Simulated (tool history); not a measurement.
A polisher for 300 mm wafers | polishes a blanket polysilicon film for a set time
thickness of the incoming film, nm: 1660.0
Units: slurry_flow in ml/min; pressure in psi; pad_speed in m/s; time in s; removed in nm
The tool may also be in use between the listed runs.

{"run": 1, "hour": 0.0, "slurry_flow": 185, "pressure": 2.4, "pad_speed": 1.0, "time": 56, "removed": 337.39}
{"run": 2, "hour": 6.7, "slurry_flow": 185, "pressure": 2.4, "pad_speed": 0.82, "time": 56, "removed": 292.39}
{"run": 3, "hour": 14.6, "slurry_flow": 210, "pressure": 2.4, "pad_speed": 0.82, "time": 56, "removed": 289.86}
{"run": 4, "hour": 15.3, "slurry_flow": 210, "pressure": 2.3, "pad_speed": 0.82, "time": 56, "removed": 289.45}
{"run": 5, "hour": 19.1, "slurry_flow": 210, "pressure": 2.3, "pad_speed": 0.82, "time": 51, "removed": 258.67}
{"run": 6, "hour": 22.2, "slurry_flow": 210, "pressure": 2.2, "pad_speed": 0.82, "time": 51, "removed": 251.32}

The next listed run, before its measurement:
{"hour": 29.3, "done": "head pressure recalibrated"}
{"run": 7, "hour": 29.3, "slurry_flow": 210, "pressure": 2.1, "pad_speed": 0.82, "time": 51, "removed": "?"}

Run 7 gave removed 269.30 nm.
